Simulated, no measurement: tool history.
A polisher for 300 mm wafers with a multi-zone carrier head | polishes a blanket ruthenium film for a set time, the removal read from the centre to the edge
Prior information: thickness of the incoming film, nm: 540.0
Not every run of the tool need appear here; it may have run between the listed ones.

run  hour  flow of slurry (ml/min)  pressure of the head's centre zone  pressure of the head's middle zone  pressure of the head's edge zone  polishing time (s)  film removed at the wafer's centre (Å)  film removed at mid-radius (Å)  film removed at the wafer's edge (Å)
  1   0.0                      250                                1.00                                1.00                              1.00                  57                                 1011.10                          970.44                                982.40
  2   1.1                      250                                1.00                                0.99                              0.97                  51                                  907.04                          868.13                                876.77
  3   4.0                      250                                0.96                                0.99                              0.97                  51                                  876.81                          868.83                                876.24
  4   8.5                      250                                0.96                                0.99                              0.97                  62                                 1056.90                         1049.10                               1075.90
  5  14.8                      250                                0.97                                0.98                              0.95                  55                                  944.59                          912.90                                942.00
  6  18.4                      250                                0.98                                0.98                              0.94                  49                                  854.44                          820.86                                835.07
  7  26.5                      250                                0.99                                0.98                              0.92                  45                                  776.53                          754.15                                762.16
  8  31.9                      245                                1.08                                0.96                              0.82                  32                                  610.81                          525.64                                522.82
  9  35.1                      315                                1.03                                1.01                              0.90                  32                                  594.06                          565.85                                546.27
 10  38.5                      310                                1.04                                1.01                              0.92                  32                                  592.80                          561.27                                548.99
 11  46.9                      310                                1.05                                1.01                              0.93                  32                                  611.88                          560.62                                552.39
     49.3  -- worn pad replaced by a new one
 12  49.3                      310                                1.05                                1.02                              0.94                  32                                  660.48                          621.63                                604.65

Estimate the outcome of run 13 from the log above:
 13  51.4                      320                                1.05                                1.02                              0.94                  32                                       ?                               ?                                     ?

{"run 13": {"film removed at the wafer's centre (Å)": 671.46, "film removed at mid-radius (Å)": 623.31, "film removed at the wafer's edge (Å)": 611.1}}
